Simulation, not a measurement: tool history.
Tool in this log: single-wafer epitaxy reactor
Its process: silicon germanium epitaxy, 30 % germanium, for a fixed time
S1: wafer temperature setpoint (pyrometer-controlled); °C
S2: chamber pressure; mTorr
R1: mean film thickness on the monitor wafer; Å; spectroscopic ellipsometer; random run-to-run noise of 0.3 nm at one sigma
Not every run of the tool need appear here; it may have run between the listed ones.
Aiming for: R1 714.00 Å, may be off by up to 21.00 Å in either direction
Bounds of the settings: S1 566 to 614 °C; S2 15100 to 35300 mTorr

| run | day | S1 | S2 | R1 |
|---|---|---|---|---|
| 1 | 0.000 | 590 | 25200 | 523.89 |
| 2 | 0.175 | 592 | 25300 | 542.17 |
| 3 | 0.479 | 592 | 27600 | 569.92 |
| 4 | 0.792 | 585 | 27600 | 500.94 |
| 5 | 0.988 | 588 | 27700 | 529.93 |
| 6 | 1.283 | 584 | 27700 | 490.26 |
| 7 | 1.371 | 587 | 27800 | 517.42 |
| 8 | 1.592 | 590 | 27900 | 554.16 |
| 9 | 1.729 | 592 | 28000 | 570.42 |

Of the 5 settings listed for the next run, only one would bring every result within its allowed miss of target. Which one?
| A | 1.867 | 604 | 28500 | ? |
| B | 1.867 | 603 | 25500 | ? |
| C | 1.867 | 600 | 29100 | ? |
| D | 1.867 | 598 | 32100 | ? |
| E | 1.867 | 608 | 27700 | ? |

| move | R1 |
|---|---|
| A | 702.78 |
| B | 658.42 |
| C | 661.63 |
| D | 666.30 |
| E | 743.58 |
A: each result inside its tolerance
B: nearer the targets than the last run, but a result is still out of spec
C: nearer the targets than the last run, but a result is still out of spec
D: nearer the targets than the last run, but a result is still out of spec
E: carries the result that was furthest off beyond its target, to the other side
Move A is the one to make.

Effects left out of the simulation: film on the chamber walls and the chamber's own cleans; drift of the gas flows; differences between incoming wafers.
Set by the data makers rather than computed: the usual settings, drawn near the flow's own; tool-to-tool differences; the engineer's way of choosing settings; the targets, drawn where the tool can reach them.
